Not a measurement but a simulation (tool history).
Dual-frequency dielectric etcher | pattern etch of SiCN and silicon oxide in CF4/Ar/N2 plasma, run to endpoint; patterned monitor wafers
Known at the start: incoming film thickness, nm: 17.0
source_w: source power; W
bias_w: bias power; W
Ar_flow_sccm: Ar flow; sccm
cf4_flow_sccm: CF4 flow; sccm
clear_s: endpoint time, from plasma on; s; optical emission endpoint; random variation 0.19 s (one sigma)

run  hour  source_w  bias_w  Ar_flow_sccm  cf4_flow_sccm  clear_s
  1     0       380      69            95             55   23.958
  2   4.2       380      69            95             59    23.71
  3    12       450      69            95             59   19.799
  4  16.7       450      69            95             67    19.09
  5  23.3       420      68            95             67   20.854
  6  27.9       420      68           108             67    21.36
  7  36.1       400      68           108             67    22.41

The next listed run, before its measurement:
  8  37.3       380      68           108             67        ?

clear_s: 23.919 s

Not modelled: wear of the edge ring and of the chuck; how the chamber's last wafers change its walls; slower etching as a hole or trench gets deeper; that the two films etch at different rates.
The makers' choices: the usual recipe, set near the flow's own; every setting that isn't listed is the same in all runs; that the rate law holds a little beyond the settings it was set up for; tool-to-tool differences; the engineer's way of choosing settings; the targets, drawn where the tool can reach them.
